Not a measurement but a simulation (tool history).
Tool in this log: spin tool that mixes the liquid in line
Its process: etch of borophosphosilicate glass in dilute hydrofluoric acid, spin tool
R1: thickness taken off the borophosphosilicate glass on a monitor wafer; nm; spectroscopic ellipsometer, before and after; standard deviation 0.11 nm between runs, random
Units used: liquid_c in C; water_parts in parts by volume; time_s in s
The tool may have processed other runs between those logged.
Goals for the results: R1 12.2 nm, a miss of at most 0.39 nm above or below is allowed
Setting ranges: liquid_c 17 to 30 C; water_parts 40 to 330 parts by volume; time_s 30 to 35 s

{"run": 1, "hour": 0.0, "liquid_c": 22, "water_parts": 185, "time_s": 35, "R1": 7.7128}
{"run": 2, "hour": 6.9, "liquid_c": 22, "water_parts": 235, "time_s": 35, "R1": 5.6056}
{"run": 3, "hour": 7.9, "liquid_c": 18.5, "water_parts": 235, "time_s": 35, "R1": 4.9736}
{"run": 4, "hour": 11.8, "liquid_c": 20, "water_parts": 220, "time_s": 35, "R1": 5.6575}
{"hour": 18.9, "done": "thermometer replaced"}
{"run": 5, "hour": 18.9, "liquid_c": 21.5, "water_parts": 210, "time_s": 35, "R1": 5.8559}
{"run": 6, "hour": 26.1, "liquid_c": 21.5, "water_parts": 165, "time_s": 35, "R1": 7.8566}
{"run": 7, "hour": 33.9, "liquid_c": 22.5, "water_parts": 160, "time_s": 35, "R1": 8.4253}
{"run": 8, "hour": 40.8, "liquid_c": 26.5, "water_parts": 140, "time_s": 35, "R1": 11.436}

Which one of the following 4 next-run settings gets every result inside its allowed miss? There is exactly one.
{"run": "A", "hour": 47.7, "liquid_c": 27, "water_parts": 135, "time_s": 30, "R1": "?"}
{"run": "B", "hour": 47.7, "liquid_c": 26, "water_parts": 130, "time_s": 35, "R1": "?"}
{"run": "C", "hour": 47.7, "liquid_c": 27.5, "water_parts": 125, "time_s": 35, "R1": "?"}
{"run": "D", "hour": 47.7, "liquid_c": 24.5, "water_parts": 115, "time_s": 35, "R1": "?"}

move=A R1=10.401
move=B R1=12.21
move=C R1=13.524
move=D R1=13.269
A: the biggest miss grows against the last run
B: in spec on every target
C: moves the result that the last run missed by most past its target, out the other side
D: moves the result that the last run missed by most past its target, out the other side
The move that meets every target is B.
